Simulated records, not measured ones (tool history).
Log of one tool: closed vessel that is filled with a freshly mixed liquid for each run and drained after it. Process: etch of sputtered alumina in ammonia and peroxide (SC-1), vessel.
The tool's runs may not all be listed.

run	hour	temperature setpoint of the liquid (°C)	parts of 29 % ammonia solution to one part of 30 % peroxide (parts by volume)	time in the liquid (s)	thickness taken off the sputtered alumina on a monitor wafer (angstrom)
1	0	51	0.6	690	365.24
2	3.2	53.5	0.6	690	418.82
3	6.1	53.5	0.7	690	424.62
4	13.6	55	0.7	690	458.01
5	14.6	55	0.7	690	460.71
6	22.7	55	0.85	690	469.64
7	28.4	56.5	0.85	690	510.45
8	35.1	57.5	0.85	690	533.31
9	41.2	58	0.85	690	547.66
10	44	58.5	0.85	690	559.72
11	49.6	59	0.85	690	578.07

Run 12 comes next. What will it give?
12	53.9	59	0.85	690	?

{"run 12": {"thickness taken off the sputtered alumina on a monitor wafer (angstrom)": 581.32}}
